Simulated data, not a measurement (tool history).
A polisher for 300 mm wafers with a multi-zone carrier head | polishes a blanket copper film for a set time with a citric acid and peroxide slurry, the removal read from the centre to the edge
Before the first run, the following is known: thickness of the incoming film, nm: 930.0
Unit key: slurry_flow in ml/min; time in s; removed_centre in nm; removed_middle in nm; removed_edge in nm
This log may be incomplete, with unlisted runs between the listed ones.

run  hour  slurry_flow  centre_zone  middle_zone  edge_zone  slurry_solids  time  removed_centre  removed_middle  removed_edge
  1     0          235            1            1          1              1    80          143.42          138.19        143.13
  2     5          235            1            1          1            0.9    80          139.99          137.64        138.73
  3   5.8          250         1.03         1.04       1.04            1.1    83          163.79          151.95        154.32
  4   8.7          255         1.02         1.05       1.07            1.2    86          169.03           162.9         164.2
  5  14.8          255         1.02         1.05       1.07           1.05    86          161.03          155.69        160.76
  6  21.9          260         1.03         1.05        1.1            1.2    88          176.29           170.8        171.75
  7  30.6          265         1.04         1.01       1.13           1.25    89          178.75          165.16        175.43

Run 8 comes next. What will it give?
  8  33.3          270         1.05         1.01       1.15            1.3    91               ?               ?             ?

{"run 8": {"removed_centre": 186.21, "removed_middle": 169.52, "removed_edge": 185.5}}
